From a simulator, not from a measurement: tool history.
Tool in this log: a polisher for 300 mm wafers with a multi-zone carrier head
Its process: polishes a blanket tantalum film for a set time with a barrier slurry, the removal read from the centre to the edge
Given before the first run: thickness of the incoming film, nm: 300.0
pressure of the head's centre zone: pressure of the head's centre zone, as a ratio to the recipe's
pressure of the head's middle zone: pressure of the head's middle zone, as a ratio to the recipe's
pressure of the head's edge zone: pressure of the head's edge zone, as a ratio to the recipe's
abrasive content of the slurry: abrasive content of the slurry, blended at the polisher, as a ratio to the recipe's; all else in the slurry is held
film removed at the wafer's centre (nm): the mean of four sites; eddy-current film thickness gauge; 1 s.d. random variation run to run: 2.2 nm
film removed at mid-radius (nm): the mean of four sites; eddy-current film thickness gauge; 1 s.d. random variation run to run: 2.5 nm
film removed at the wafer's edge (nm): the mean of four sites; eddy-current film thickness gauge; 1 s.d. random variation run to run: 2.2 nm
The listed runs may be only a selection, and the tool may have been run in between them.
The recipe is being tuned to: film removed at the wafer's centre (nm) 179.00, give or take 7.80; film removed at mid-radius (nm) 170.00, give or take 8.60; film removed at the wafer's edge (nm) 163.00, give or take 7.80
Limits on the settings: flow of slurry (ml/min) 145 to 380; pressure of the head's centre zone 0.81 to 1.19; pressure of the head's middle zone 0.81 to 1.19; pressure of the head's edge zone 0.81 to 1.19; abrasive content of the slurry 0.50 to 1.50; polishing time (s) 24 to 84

run,day,flow of slurry (ml/min),pressure of the head's centre zone,pressure of the head's middle zone,pressure of the head's edge zone,abrasive content of the slurry,polishing time (s),film removed at the wafer's centre (nm),film removed at mid-radius (nm),film removed at the wafer's edge (nm)
1,0.000,245,1.00,1.00,1.00,1.00,54,124.23,124.28,123.45
2,0.183,245,1.01,1.01,1.01,1.05,55,132.66,132.34,130.55
3,0.471,245,1.03,1.02,1.03,1.10,55,137.86,134.81,130.85
4,0.729,245,1.03,1.02,1.04,1.15,56,141.02,136.86,135.51
5,1.050,245,1.03,1.03,1.04,1.20,57,146.55,141.85,143.27
6,1.083,245,1.03,1.03,1.04,1.20,62,159.04,155.36,156.34
7,1.125,250,1.04,1.04,1.04,1.20,62,164.67,157.20,154.89
8,1.488,255,1.04,1.05,1.04,1.20,62,156.07,157.61,156.58
9,1.821,255,1.04,1.05,1.04,1.20,62,158.81,161.22,157.52

Of the 4 settings listed for the next run, only one would bring every result within its allowed miss of target. Which one?
A,2.154,285,0.99,0.94,1.10,1.45,60,?,?,?
B,2.154,180,1.12,0.91,1.07,1.10,69,?,?,?
C,2.154,215,1.12,1.19,0.93,0.85,69,?,?,?
D,2.154,275,1.08,1.05,1.01,1.40,63,?,?,?

move,film removed at the wafer's centre (nm),film removed at mid-radius (nm),film removed at the wafer's edge (nm)
A,163.41,152.37,165.01
B,181.57,146.62,163.82
C,167.27,168.14,139.00
D,184.95,173.05,164.11
A: better than the last run, though not everything is in spec
B: meets the target for the result that was furthest off, but another lies outside its allowed miss
C: lands further from the targets than the last run did
D: in spec on every target
Move D is the one to make.

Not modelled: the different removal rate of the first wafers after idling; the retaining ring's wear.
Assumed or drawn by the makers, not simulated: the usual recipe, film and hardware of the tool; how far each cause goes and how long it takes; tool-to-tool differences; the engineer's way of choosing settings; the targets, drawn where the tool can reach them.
